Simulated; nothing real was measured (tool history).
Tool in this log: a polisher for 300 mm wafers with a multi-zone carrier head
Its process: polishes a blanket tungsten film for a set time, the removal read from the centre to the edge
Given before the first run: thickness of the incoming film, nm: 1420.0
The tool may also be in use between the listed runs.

run	hour	flow of slurry (ml/min)	pressure of the head's centre zone	pressure of the head's middle zone	pressure of the head's edge zone	abrasive content of the slurry	polishing time (s)	film removed at the wafer's centre (nm)	film removed at mid-radius (nm)	film removed at the wafer's edge (nm)
1	0	255	1	1	1	1	90	542.79	570.15	551.58
2	0.7	255	1	1	1	0.85	90	532.8	545.33	522.74
3	8	255	0.97	1	1	0.85	90	512.25	572.88	527.6
4	8.7	255	0.97	1.06	1	0.85	90	510.87	586.71	530.81
5	12.6	255	0.97	1.06	1	0.85	74	425.44	460.72	438.14
6	17	255	0.97	1.06	1	0.85	82	464.07	532.82	477.63
7	21.2	280	1.07	1.12	1.1	1.1	96	646.8	688.94	627.88
8	23.3	285	1.07	1.13	1.1	1.15	96	646.94	714.38	648.98

For run 9, what comes out?
9	26.6	290	1.08	1.14	1.1	1.15	96	?	?	?

film removed at the wafer's centre (nm): 661.69
film removed at mid-radius (nm): 715.07
film removed at the wafer's edge (nm): 635.04
